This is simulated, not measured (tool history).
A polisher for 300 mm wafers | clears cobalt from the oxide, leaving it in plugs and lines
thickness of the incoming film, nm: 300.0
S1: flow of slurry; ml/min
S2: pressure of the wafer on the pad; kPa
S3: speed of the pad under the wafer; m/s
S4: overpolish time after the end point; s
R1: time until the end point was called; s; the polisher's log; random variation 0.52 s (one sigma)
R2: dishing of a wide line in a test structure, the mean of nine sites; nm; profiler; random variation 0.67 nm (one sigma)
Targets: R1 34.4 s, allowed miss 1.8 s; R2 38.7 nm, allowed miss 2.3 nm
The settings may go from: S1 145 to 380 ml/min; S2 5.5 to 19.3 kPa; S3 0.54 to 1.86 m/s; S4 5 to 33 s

run	day	S1	S2	S3	S4	R1	R2
1	0	245	12.4	1.18	17	52.334	38.084
2	0.1	245	12.4	1.18	21	51.163	39.006
3	0.221	245	13.8	1.2	18	45.511	39.815
4	0.321	245	14.5	1.22	15	40.874	37.45
5	0.646	245	12.4	1.22	15	48.554	37.564
6	0.721	245	12.4	1.22	9	49.825	29.731
7	1.004	245	13.1	1.22	10	47.31	31.945
8	1.308	245	13.8	1.22	11	44.945	34.038
9	1.521	245	13.8	1.22	11	44.606	33.253

4 next moves are on the table. One of them brings every result within its allowed miss. Which?
A	1.733	240	15.2	1.24	16	?	?
B	1.733	225	13.8	1.08	19	?	?
C	1.733	335	13.8	1.54	13	?	?
D	1.733	340	19.3	1.16	24	?	?

move	R1	R2
A	39.5	39.758
B	49.962	39.303
C	33.921	39.245
D	32.134	42.472
A: nearer than the last run, and not there yet
B: further off than the last run
C: meets every target
D: takes the result that was furthest off past its target
Move C is the one to make.
